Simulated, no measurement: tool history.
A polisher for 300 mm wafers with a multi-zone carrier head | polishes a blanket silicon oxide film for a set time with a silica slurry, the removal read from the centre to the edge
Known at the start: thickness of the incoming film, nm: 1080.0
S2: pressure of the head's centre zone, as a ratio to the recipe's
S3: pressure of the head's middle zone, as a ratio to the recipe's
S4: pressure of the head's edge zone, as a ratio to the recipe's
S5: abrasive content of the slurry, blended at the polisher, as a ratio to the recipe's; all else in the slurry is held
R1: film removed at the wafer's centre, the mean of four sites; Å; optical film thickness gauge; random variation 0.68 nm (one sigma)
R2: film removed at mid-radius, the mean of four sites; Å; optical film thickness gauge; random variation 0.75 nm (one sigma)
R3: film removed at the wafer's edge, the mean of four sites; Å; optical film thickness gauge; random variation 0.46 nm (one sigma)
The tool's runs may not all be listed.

run 1 day=0 | flow_of_slurry_(ml/min)=185 S2=1 S3=1 S4=1 S5=1 polishing_time_(s)=32 | R1=826.66 R2=841.72 R3=865.56
run 2 day=0.325 | flow_of_slurry_(ml/min)=185 S2=1 S3=0.92 S4=1 S5=1 polishing_time_(s)=32 | R1=823.66 R2=788.84 R3=867.95
run 3 day=0.425 | flow_of_slurry_(ml/min)=175 S2=1 S3=0.92 S4=0.97 S5=1 polishing_time_(s)=32 | R1=816.54 R2=774.33 R3=846.73
run 4 day=0.775 | flow_of_slurry_(ml/min)=175 S2=1 S3=0.92 S4=1.05 S5=1 polishing_time_(s)=32 | R1=818.24 R2=784.55 R3=884.87
run 5 day=1.042 | flow_of_slurry_(ml/min)=175 S2=1 S3=0.92 S4=1.05 S5=0.85 polishing_time_(s)=32 | R1=782.82 R2=731.65 R3=817.19
run 6 day=1.271 | flow_of_slurry_(ml/min)=175 S2=1 S3=0.92 S4=1.05 S5=0.85 polishing_time_(s)=37 | R1=887.3 R2=841.02 R3=948.11

Forecast run 7:
run 7 day=1.538 | flow_of_slurry_(ml/min)=170 S2=0.99 S3=0.93 S4=1.01 S5=0.8 polishing_time_(s)=37 | R1=? R2=? R3=?

Run 7 gave R1 849.3 Å, R2 823.37 Å, R3 917.69 Å.

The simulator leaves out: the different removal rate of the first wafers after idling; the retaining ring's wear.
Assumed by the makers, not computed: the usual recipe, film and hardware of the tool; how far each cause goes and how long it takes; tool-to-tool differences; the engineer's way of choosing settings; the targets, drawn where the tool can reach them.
